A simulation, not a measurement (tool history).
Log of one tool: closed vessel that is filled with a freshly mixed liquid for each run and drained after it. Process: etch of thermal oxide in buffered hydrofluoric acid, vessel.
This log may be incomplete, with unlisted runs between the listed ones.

run	hour	temperature setpoint of the liquid (K)	parts of 40 % ammonium fluoride to one part of 49 % hydrofluoric acid (parts by volume)	time in the liquid (s)	thickness taken off the thermal oxide on a monitor wafer (angstrom)
1	0.0	294.15	9.0	30	330.50
2	7.3	292.15	9.0	30	295.07
3	16.2	295.15	8.5	30	366.21
4	22.1	297.15	8.5	30	413.48
5	27.0	294.65	8.5	30	360.53
6	33.1	294.65	8.5	30	365.90
7	40.7	296.65	8.5	30	398.62
8	45.0	298.15	8.5	30	436.74
9	54.1	299.15	8.5	30	452.55
10	56.0	300.15	8.5	30	482.13
11	59.6	300.65	8.5	30	502.28
12	64.0	301.15	8.5	30	507.34

Expected results for the next run?
13	64.9	301.15	8.5	30	?

{"run 13": {"thickness taken off the thermal oxide on a monitor wafer (angstrom)": 513.14}}
